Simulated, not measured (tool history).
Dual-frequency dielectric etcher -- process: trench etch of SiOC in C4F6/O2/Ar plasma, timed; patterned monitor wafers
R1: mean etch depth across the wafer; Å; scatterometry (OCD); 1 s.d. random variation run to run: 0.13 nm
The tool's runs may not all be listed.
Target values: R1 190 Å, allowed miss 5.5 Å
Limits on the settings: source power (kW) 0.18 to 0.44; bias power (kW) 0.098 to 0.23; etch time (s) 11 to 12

run 1 hour=0 | source_power_(kW)=0.31 bias_power_(kW)=0.164 etch_time_(s)=12 | R1=221.98
run 2 hour=1.7 | source_power_(kW)=0.3 bias_power_(kW)=0.162 etch_time_(s)=12 | R1=214.87
run 3 hour=5.7 | source_power_(kW)=0.28 bias_power_(kW)=0.162 etch_time_(s)=12 | R1=210.93
run 4 hour=11.4 | source_power_(kW)=0.28 bias_power_(kW)=0.187 etch_time_(s)=12 | R1=217.03
run 5 hour=18 | source_power_(kW)=0.28 bias_power_(kW)=0.165 etch_time_(s)=12 | R1=212.83
run 6 hour=23.5 | source_power_(kW)=0.28 bias_power_(kW)=0.165 etch_time_(s)=12 | R1=212.74
run 7 hour=29.6 | source_power_(kW)=0.27 bias_power_(kW)=0.163 etch_time_(s)=12 | R1=206.24
run 8 hour=33.7 | source_power_(kW)=0.27 bias_power_(kW)=0.162 etch_time_(s)=12 | R1=207.88

Next run, 5 choices. One meets every target within its allowed miss, the rest don't. Which?
run A hour=37.8 | source_power_(kW)=0.33 bias_power_(kW)=0.185 etch_time_(s)=11.5 | R1=?
run B hour=37.8 | source_power_(kW)=0.27 bias_power_(kW)=0.164 etch_time_(s)=11 | R1=?
run C hour=37.8 | source_power_(kW)=0.3 bias_power_(kW)=0.18 etch_time_(s)=12 | R1=?
run D hour=37.8 | source_power_(kW)=0.3 bias_power_(kW)=0.168 etch_time_(s)=11.5 | R1=?
run E hour=37.8 | source_power_(kW)=0.31 bias_power_(kW)=0.139 etch_time_(s)=12 | R1=?

move=A R1=224.56
move=B R1=189.13
move=C R1=222.37
move=D R1=209.43
move=E R1=212.18
A: moves away from the targets compared with the last run
B: every result lands within tolerance
C: moves away from the targets compared with the last run
D: moves away from the targets compared with the last run
E: moves away from the targets compared with the last run
The move that meets every target is B.

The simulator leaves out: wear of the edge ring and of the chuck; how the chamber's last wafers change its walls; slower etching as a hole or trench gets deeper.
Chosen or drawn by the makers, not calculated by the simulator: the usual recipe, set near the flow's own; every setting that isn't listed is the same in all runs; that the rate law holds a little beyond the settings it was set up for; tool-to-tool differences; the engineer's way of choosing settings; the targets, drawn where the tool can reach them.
